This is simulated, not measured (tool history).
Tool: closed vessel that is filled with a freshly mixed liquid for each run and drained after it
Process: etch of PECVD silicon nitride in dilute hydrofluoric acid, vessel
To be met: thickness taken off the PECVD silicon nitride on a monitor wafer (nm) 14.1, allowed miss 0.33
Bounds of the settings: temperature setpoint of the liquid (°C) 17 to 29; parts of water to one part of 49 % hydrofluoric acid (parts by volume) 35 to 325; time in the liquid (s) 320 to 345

run,hour,temperature setpoint of the liquid (°C),parts of water to one part of 49 % hydrofluoric acid (parts by volume),time in the liquid (s),thickness taken off the PECVD silicon nitride on a monitor wafer (nm)
1,0,21,180,320,6.9275
2,8.4,22.5,170,320,8.0799
3,10.5,22.5,170,320,8.163
4,12.8,24,165,320,9.1426
5,15.1,24,165,320,9.2294
6,16.1,25,160,320,10.214
7,22.5,25,160,320,10.109
8,29.2,26,155,320,11.136
9,35.4,26.5,155,320,11.457
10,43.4,27,155,320,11.739
11,45.8,27.5,155,320,12.205
12,51.1,28,155,320,12.58
13,54.9,28.5,150,320,13.329
14,56.1,28.5,150,320,13.404

Which of these 5 next moves meets every target?
A,57.3,25.5,130,325,?
B,57.3,26.5,150,335,?
C,57.3,28.5,160,320,?
D,57.3,28.5,150,335,?
E,57.3,27,140,320,?

move,thickness taken off the PECVD silicon nitride on a monitor wafer (nm)
A,13.011
B,12.393
C,12.571
D,14.045
E,13.09
A: further off than the last run
B: further off than the last run
C: further off than the last run
D: meets every target
E: further off than the last run
Answer: D
